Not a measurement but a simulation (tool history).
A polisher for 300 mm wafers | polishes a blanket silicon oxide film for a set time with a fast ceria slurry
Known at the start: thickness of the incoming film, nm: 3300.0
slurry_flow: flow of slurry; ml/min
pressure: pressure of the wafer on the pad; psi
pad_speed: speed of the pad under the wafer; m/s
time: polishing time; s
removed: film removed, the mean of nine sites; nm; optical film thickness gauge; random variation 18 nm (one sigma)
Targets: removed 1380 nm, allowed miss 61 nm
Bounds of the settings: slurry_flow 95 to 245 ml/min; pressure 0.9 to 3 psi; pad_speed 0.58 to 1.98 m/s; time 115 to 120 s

run  hour  slurry_flow  pressure  pad_speed  time  removed
  1     0          155       1.9       1.28   115   1823.3
  2   2.1          155       1.7       1.28   115   1618.5
  3   5.7          185       1.7       1.28   115   1703.8
  4  12.3          185       1.7       1.44   115     1822
  5  20.1          185       1.6       1.44   115   1688.4
  6  26.7          185       1.6       1.44   115   1685.7
  7  30.9          180       1.5       1.44   115   1643.4
  8  36.1          180       1.4       1.44   115   1498.4
  9  44.7          180       1.4       1.44   115   1503.4

Which of these 4 next moves meets every target?
  A  53.3          180       1.2        1.7   117        ?
  B  53.3          165       1.3       1.48   119        ?
  C  53.3          130       1.3       1.44   120        ?
  D  53.3          115       1.3       1.82   115        ?

move  removed
   A   1491.1
   B   1452.5
   C   1389.8
   D     1575
A: nearer than the last run, and not there yet
B: nearer than the last run, and not there yet
C: meets every target
D: further off than the last run
Answer: C
